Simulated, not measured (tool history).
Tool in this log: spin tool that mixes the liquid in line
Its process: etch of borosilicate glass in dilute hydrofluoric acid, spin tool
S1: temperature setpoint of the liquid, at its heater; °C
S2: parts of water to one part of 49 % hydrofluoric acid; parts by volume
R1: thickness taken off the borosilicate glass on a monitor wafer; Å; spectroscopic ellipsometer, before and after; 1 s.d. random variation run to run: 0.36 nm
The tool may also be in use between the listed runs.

run 1 hour=0 | S1=22 S2=200 time_under_the_liquid_(s)=280 | R1=279.56
run 2 hour=5.1 | S1=22 S2=200 time_under_the_liquid_(s)=300 | R1=302.62
run 3 hour=6.8 | S1=24.5 S2=195 time_under_the_liquid_(s)=300 | R1=343.15
run 4 hour=15.3 | S1=27.5 S2=195 time_under_the_liquid_(s)=300 | R1=380.88
run 5 hour=21.4 | S1=27.5 S2=195 time_under_the_liquid_(s)=300 | R1=377.09
run 6 hour=25.1 | S1=28 S2=190 time_under_the_liquid_(s)=300 | R1=401.57
run 7 hour=31.4 | S1=28.5 S2=185 time_under_the_liquid_(s)=300 | R1=416.86
run 8 hour=32.8 | S1=29 S2=185 time_under_the_liquid_(s)=300 | R1=426.14

Expected results for the next run?
run 9 hour=41.8 | S1=29.5 S2=185 time_under_the_liquid_(s)=300 | R1=?

{"run 9": {"R1": 431.95}}
